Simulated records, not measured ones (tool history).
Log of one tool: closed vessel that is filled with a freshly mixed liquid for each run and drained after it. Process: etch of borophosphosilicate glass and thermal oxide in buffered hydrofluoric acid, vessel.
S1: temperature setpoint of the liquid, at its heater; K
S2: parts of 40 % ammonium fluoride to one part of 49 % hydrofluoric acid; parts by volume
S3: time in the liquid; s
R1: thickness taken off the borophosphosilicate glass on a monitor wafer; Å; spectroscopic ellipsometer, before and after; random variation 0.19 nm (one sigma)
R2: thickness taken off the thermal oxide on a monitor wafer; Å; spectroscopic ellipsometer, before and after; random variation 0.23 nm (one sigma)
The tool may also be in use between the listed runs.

run 1 hour=0 | S1=296.15 S2=18 S3=60 | R1=486.57 R2=348.77
run 2 hour=3.4 | S1=296.15 S2=18 S3=40 | R1=324.1 R2=234.06
run 3 hour=4.5 | S1=298.15 S2=17.5 S3=40 | R1=371.44 R2=266.1
run 4 hour=9.3 | S1=299.65 S2=17 S3=40 | R1=415.76 R2=295.94
run 5 hour=17.7 | S1=300.65 S2=17 S3=40 | R1=436.1 R2=312.14
run 6 hour=26.4 | S1=300.65 S2=17 S3=60 | R1=653.94 R2=469.07
run 7 hour=32.8 | S1=299.65 S2=17 S3=60 | R1=622.39 R2=445.16
run 8 hour=40.8 | S1=299.65 S2=17 S3=60 | R1=618.76 R2=442.54
run 9 hour=44.5 | S1=299.15 S2=17 S3=60 | R1=607.44 R2=432.39
run 10 hour=53 | S1=298.65 S2=17 S3=60 | R1=588.07 R2=418.71

The next listed run, before its measurement:
run 11 hour=57.5 | S1=298.15 S2=17 S3=60 | R1=? R2=?

R1: 573.04 Å
R2: 407.61 Å

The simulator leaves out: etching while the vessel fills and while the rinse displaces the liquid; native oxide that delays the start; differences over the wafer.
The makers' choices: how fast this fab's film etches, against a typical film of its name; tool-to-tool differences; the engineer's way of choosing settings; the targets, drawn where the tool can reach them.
